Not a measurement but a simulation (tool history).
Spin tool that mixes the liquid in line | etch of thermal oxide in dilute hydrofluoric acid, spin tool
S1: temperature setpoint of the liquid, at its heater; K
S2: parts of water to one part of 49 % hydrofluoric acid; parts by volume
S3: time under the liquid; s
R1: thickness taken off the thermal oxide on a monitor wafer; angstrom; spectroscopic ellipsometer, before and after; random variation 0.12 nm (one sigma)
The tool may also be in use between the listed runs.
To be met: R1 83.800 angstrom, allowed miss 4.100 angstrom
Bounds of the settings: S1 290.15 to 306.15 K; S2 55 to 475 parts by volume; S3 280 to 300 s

run	hour	S1	S2	S3	R1
1	0.0	298.15	265	280	48.403
2	5.5	299.65	245	280	56.233
3	8.5	299.65	310	280	41.262
4	11.8	299.65	385	280	30.534
5	12.8	300.65	335	280	38.371
6	21.2	303.65	335	280	41.917
7	27.1	304.15	300	280	49.792
8	29.6	305.65	195	285	92.701
9	33.8	305.15	195	285	92.339
10	36.4	304.65	195	285	88.494
11	38.6	304.65	195	285	90.624
12	43.1	304.15	195	285	87.472

Which of these 5 next moves meets every target?
A	47.6	303.15	190	300	?
B	47.6	305.15	185	280	?
C	47.6	306.15	215	285	?
D	47.6	301.15	180	300	?
E	47.6	304.15	195	300	?

move	R1
A	93.056
B	96.184
C	83.803
D	92.647
E	93.273
A: further off than the last run
B: further off than the last run
C: meets every target
D: further off than the last run
E: further off than the last run
Answer: C

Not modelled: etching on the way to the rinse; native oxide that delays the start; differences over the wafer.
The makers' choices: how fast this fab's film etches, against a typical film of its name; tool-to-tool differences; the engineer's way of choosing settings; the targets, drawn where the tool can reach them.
